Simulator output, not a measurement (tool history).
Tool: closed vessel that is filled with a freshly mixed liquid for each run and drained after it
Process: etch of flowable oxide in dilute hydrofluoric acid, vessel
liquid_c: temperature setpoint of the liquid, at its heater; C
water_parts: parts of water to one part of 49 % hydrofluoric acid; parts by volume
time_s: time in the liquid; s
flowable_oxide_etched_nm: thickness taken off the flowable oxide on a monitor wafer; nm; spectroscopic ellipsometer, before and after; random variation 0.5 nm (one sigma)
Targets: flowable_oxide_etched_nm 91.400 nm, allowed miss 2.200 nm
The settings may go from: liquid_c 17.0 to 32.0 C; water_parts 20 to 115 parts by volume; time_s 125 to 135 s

run,hour,liquid_c,water_parts,time_s,flowable_oxide_etched_nm
1,0.0,24.0,65,125,63.215
2,4.7,24.0,65,125,62.770
3,10.8,22.0,65,125,57.595
4,11.8,23.0,65,125,59.949
5,15.8,23.0,65,135,65.264
6,20.6,24.0,65,135,67.856
7,22.4,24.0,65,135,68.034
8,28.8,28.0,65,135,79.604
9,34.9,28.5,65,135,81.806
10,36.7,29.0,65,135,83.074
11,43.2,29.5,65,135,84.386

Which of these 5 next moves meets every target?
A,49.7,29.0,55,125,?
B,49.7,32.0,70,130,?
C,49.7,30.0,70,130,?
D,49.7,31.0,60,135,?
E,49.7,23.0,50,125,?

move,flowable_oxide_etched_nm
A,92.523
B,82.972
C,76.872
D,98.271
E,80.413
A: meets every target
B: further off than the last run
C: further off than the last run
D: takes the result that was furthest off past its target
E: further off than the last run
Answer: A
